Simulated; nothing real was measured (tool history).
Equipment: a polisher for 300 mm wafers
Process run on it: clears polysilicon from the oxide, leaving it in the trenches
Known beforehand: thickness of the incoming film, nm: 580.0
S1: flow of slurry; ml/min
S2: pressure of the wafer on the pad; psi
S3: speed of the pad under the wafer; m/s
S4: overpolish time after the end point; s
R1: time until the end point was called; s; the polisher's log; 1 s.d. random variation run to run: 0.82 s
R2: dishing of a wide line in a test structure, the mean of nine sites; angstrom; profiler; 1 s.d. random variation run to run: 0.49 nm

run,day,S1,S2,S3,S4,R1,R2
1,0,305,3.1,1.28,12,28.801,385.36
2,0.258,270,3.1,1.28,12,29.094,392.79
3,0.417,270,2.5,1.28,12,35.994,380.13
4,0.662,270,2.9,1.28,12,31.556,400.45
5,0.954,270,2.9,1.08,12,36.722,382.57
6,1.046,270,2.9,1.3,12,30.996,377.76
7,1.354,260,2.7,1.22,11,35.999,367.5
8,1.671,255,2.5,1.16,10,39.698,383.2
9,1.738,280,2.3,1.08,12,46.659,377.15
10,2.004,275,2.2,1.04,11,49.919,369.25
11,2.279,305,2.1,1,10,54.037,364.08
12,2.608,330,2,0.98,9,56.287,346.87
13,2.938,345,1.9,0.94,8,60.849,315.5
14,3.112,340,1.4,0.7,8,108.78,237.42
15,3.329,350,1.5,0.7,10,100.87,292.61
16,3.446,360,1.5,0.7,10,102.35,285.24
17,3.792,365,1.6,0.7,10,95.925,284.04
18,4.158,370,1.6,0.7,10,94.417,286.34
19,4.212,380,1.6,0.7,10,95.148,292.89
20,4.312,390,2,0.7,10,77.42,319.09
21,4.462,380,2,0.7,10,76.855,318.18

Estimate the outcome of run 22 from the log above:
22,4.729,295,1.7,0.7,4,?,?

{"run 22": {"R1": 91.205, "R2": 173.89}}

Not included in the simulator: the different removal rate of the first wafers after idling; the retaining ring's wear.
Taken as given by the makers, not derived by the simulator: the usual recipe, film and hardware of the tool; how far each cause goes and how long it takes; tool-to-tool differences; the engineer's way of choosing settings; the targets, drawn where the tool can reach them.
